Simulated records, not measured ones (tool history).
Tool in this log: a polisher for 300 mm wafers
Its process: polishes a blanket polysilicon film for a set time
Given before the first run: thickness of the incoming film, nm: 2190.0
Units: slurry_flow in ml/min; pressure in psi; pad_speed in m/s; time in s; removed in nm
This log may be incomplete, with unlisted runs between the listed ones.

| run | hour | slurry_flow | pressure | pad_speed | time | removed |
|---|---|---|---|---|---|---|
| 1 | 0.0 | 180 | 1.7 | 1.18 | 120 | 562.81 |
| 2 | 6.4 | 135 | 1.7 | 1.18 | 120 | 539.79 |
| 3 | 9.3 | 135 | 1.7 | 1.18 | 125 | 564.79 |
| 4 | 17.7 | 135 | 1.7 | 1.18 | 125 | 559.71 |
| 5 | 19.0 | 135 | 1.5 | 1.18 | 125 | 499.30 |
| 6 | 20.9 | 135 | 1.5 | 1.40 | 125 | 589.56 |

Run 7, settings as shown, results not yet in. Your forecast:
|  | 27.1 | worn pad replaced by a new one |
| 7 | 27.1 | 170 | 2.0 | 1.42 | 125 | ? |

{"run 7": {"removed": 909.63}}

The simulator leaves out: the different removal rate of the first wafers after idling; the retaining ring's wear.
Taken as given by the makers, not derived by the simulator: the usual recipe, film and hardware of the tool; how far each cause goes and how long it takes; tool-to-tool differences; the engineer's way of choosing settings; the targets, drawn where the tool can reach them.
